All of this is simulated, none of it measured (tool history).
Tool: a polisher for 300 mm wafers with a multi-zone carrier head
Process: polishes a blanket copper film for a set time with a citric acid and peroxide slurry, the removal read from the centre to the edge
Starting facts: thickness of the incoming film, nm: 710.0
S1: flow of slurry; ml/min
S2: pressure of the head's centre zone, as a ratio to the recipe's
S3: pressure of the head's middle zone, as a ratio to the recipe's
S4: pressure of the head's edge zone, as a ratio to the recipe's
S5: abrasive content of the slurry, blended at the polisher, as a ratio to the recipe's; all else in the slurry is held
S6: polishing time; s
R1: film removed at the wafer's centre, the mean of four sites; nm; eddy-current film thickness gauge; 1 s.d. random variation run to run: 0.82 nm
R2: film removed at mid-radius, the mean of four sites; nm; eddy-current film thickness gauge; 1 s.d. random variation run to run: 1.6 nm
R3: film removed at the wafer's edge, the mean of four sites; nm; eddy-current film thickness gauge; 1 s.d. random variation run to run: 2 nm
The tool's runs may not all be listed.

run	hour	S1	S2	S3	S4	S5	S6	R1	R2	R3
1	0	290	1	1	1	1	53	92.773	91.907	94.764
2	2.8	285	0.99	1	1.02	1.05	54	94.354	96.132	95.935
3	3.8	295	0.97	0.98	1.04	1.05	56	96.937	97.035	102.52
4	7.1	295	0.97	0.98	1.04	1.05	64	110.86	110.27	118.17
5	13.2	300	0.96	0.98	1.06	1.1	64	111.16	110.16	119.28
6	17.5	300	0.96	0.98	1.1	1.1	64	111.36	112.76	121.75
7	20.9	300	0.95	0.98	1.11	1.15	64	110.43	112.67	119.45

Forecast run 8:
8	26.4	305	0.94	0.98	1.12	1.15	65	?	?	?

{"run 8": {"R1": 110.77, "R2": 117.64, "R3": 124.91}}
